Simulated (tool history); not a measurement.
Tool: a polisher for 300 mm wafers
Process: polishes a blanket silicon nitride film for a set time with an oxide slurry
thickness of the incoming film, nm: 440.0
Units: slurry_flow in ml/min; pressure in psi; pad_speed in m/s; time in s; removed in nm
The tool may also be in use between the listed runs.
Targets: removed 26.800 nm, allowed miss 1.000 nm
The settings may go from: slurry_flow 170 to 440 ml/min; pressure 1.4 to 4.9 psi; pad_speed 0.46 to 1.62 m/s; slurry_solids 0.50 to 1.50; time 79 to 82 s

Run 1, hour 0.0: slurry_flow 280 ml/min, pressure 3.1 psi, pad_speed 1.04 m/s, slurry_solids 1.00, time 79 s. Result: removed 52.110 nm.
Run 2, hour 6.7: slurry_flow 280 ml/min, pressure 3.1 psi, pad_speed 1.18 m/s, slurry_solids 1.00, time 79 s. Result: removed 57.300 nm.
Run 3, hour 14.7: slurry_flow 280 ml/min, pressure 2.9 psi, pad_speed 1.14 m/s, slurry_solids 1.00, time 79 s. Result: removed 52.165 nm.
Run 4, hour 22.1: slurry_flow 280 ml/min, pressure 2.9 psi, pad_speed 0.96 m/s, slurry_solids 1.00, time 79 s. Result: removed 45.979 nm.
Run 5, hour 30.7: slurry_flow 280 ml/min, pressure 2.9 psi, pad_speed 0.96 m/s, slurry_solids 0.90, time 79 s. Result: removed 43.989 nm.
Run 6, hour 34.1: slurry_flow 280 ml/min, pressure 2.9 psi, pad_speed 0.96 m/s, slurry_solids 0.90, time 79 s. Result: removed 44.029 nm.
Run 7, hour 35.1: slurry_flow 280 ml/min, pressure 2.7 psi, pad_speed 0.96 m/s, slurry_solids 0.90, time 79 s. Result: removed 41.773 nm.
Run 8, hour 37.5: slurry_flow 280 ml/min, pressure 2.5 psi, pad_speed 0.94 m/s, slurry_solids 0.90, time 79 s. Result: removed 37.683 nm.
Run 9, hour 45.8: slurry_flow 280 ml/min, pressure 2.4 psi, pad_speed 0.94 m/s, slurry_solids 0.90, time 79 s. Result: removed 36.275 nm.
Run 10, hour 47.0: slurry_flow 280 ml/min, pressure 1.5 psi, pad_speed 0.92 m/s, slurry_solids 0.90, time 79 s. Result: removed 22.640 nm.

Which of these 5 next moves meets every target?
Run A, hour 48.2: slurry_flow 305 ml/min, pressure 3.1 psi, pad_speed 0.58 m/s, slurry_solids 0.70, time 79 s. Result: removed ?.
Run B, hour 48.2: slurry_flow 290 ml/min, pressure 1.8 psi, pad_speed 1.00 m/s, slurry_solids 0.90, time 82 s. Result: removed ?.
Run C, hour 48.2: slurry_flow 240 ml/min, pressure 1.9 psi, pad_speed 0.84 m/s, slurry_solids 1.15, time 81 s. Result: removed ?.
Run D, hour 48.2: slurry_flow 310 ml/min, pressure 3.2 psi, pad_speed 0.64 m/s, slurry_solids 0.50, time 82 s. Result: removed ?.
Run E, hour 48.2: slurry_flow 255 ml/min, pressure 1.7 psi, pad_speed 1.00 m/s, slurry_solids 0.85, time 79 s. Result: removed ?.

move  removed
   A   30.401
   B   30.138
   C   29.786
   D   30.232
   E   26.547
A: takes the result that was furthest off past its target
B: takes the result that was furthest off past its target
C: takes the result that was furthest off past its target
D: takes the result that was furthest off past its target
E: meets every target
Answer: E
